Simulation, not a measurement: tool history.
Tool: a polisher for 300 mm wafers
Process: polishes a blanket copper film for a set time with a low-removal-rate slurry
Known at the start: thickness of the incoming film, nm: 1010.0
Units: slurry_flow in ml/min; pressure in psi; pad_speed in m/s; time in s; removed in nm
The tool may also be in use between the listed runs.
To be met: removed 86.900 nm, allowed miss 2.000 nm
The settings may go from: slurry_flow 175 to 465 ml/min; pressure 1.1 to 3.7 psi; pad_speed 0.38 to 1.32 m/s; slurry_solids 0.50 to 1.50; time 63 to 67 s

run 1 hour=0.0 | slurry_flow=295 pressure=2.4 pad_speed=0.84 slurry_solids=1.00 time=63 | removed=108.050
run 2 hour=8.0 | slurry_flow=270 pressure=2.4 pad_speed=0.84 slurry_solids=1.00 time=63 | removed=105.150
run 3 hour=13.6 | slurry_flow=260 pressure=2.4 pad_speed=0.84 slurry_solids=1.00 time=63 | removed=105.610
run 4 hour=19.5 | slurry_flow=260 pressure=2.4 pad_speed=0.84 slurry_solids=1.00 time=63 | removed=105.650
run 5 hour=27.4 | slurry_flow=260 pressure=2.4 pad_speed=0.84 slurry_solids=1.00 time=67 | removed=112.220
run 6 hour=30.9 | slurry_flow=260 pressure=2.4 pad_speed=0.84 slurry_solids=0.85 time=67 | removed=108.570
run 7 hour=38.2 | slurry_flow=255 pressure=2.3 pad_speed=0.84 slurry_solids=0.85 time=67 | removed=104.950
run 8 hour=40.3 | slurry_flow=250 pressure=1.7 pad_speed=0.84 slurry_solids=0.85 time=67 | removed=78.075
run 9 hour=46.9 | slurry_flow=260 pressure=1.7 pad_speed=0.84 slurry_solids=0.85 time=67 | removed=78.822
run 10 hour=49.3 | slurry_flow=270 pressure=1.7 pad_speed=0.84 slurry_solids=0.85 time=67 | removed=78.654
run 11 hour=54.6 | slurry_flow=270 pressure=1.7 pad_speed=0.84 slurry_solids=0.85 time=67 | removed=78.402
run 12 hour=62.5 | slurry_flow=275 pressure=1.7 pad_speed=0.84 slurry_solids=0.85 time=67 | removed=78.389
run 13 hour=70.6 | slurry_flow=275 pressure=1.8 pad_speed=0.84 slurry_solids=0.85 time=67 | removed=83.850

Which of these 4 next moves meets every target?
run A hour=78.7 | slurry_flow=220 pressure=1.8 pad_speed=0.92 slurry_solids=0.95 time=65 | removed=?
run B hour=78.7 | slurry_flow=300 pressure=1.9 pad_speed=0.74 slurry_solids=1.05 time=67 | removed=?
run C hour=78.7 | slurry_flow=340 pressure=1.8 pad_speed=0.84 slurry_solids=0.85 time=63 | removed=?
run D hour=78.7 | slurry_flow=250 pressure=2.0 pad_speed=0.76 slurry_solids=0.75 time=66 | removed=?

move=A removed=86.904
move=B removed=80.834
move=C removed=79.220
move=D removed=78.917
A: meets every target
B: further off than the last run
C: further off than the last run
D: further off than the last run
Answer: A
